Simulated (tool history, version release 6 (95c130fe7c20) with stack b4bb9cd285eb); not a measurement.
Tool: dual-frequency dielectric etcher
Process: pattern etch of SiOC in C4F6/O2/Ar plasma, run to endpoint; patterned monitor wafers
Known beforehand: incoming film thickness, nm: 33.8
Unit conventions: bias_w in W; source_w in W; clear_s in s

{"run": 1, "hour": 0.0, "bias_w": 539, "source_w": 300, "clear_s": 13.305}
{"run": 2, "hour": 5.2, "bias_w": 501, "source_w": 290, "clear_s": 13.775}
{"run": 3, "hour": 7.3, "bias_w": 501, "source_w": 330, "clear_s": 12.962}
{"run": 4, "hour": 14.6, "bias_w": 464, "source_w": 330, "clear_s": 13.445}
{"run": 5, "hour": 20.8, "bias_w": 464, "source_w": 310, "clear_s": 13.797}
{"run": 6, "hour": 24.4, "bias_w": 464, "source_w": 350, "clear_s": 12.896}
{"run": 7, "hour": 24.9, "bias_w": 436, "source_w": 330, "clear_s": 13.597}
{"run": 8, "hour": 30.1, "bias_w": 413, "source_w": 310, "clear_s": 13.995}
{"run": 9, "hour": 33.5, "bias_w": 393, "source_w": 290, "clear_s": 14.805}
{"run": 10, "hour": 39.3, "bias_w": 393, "source_w": 290, "clear_s": 14.717}
{"run": 11, "hour": 42.1, "bias_w": 379, "source_w": 280, "clear_s": 14.998}

What will run 12 give?
{"run": 12, "hour": 45.9, "bias_w": 368, "source_w": 270, "clear_s": "?"}

Run 12 yielded clear_s 15.65 s.

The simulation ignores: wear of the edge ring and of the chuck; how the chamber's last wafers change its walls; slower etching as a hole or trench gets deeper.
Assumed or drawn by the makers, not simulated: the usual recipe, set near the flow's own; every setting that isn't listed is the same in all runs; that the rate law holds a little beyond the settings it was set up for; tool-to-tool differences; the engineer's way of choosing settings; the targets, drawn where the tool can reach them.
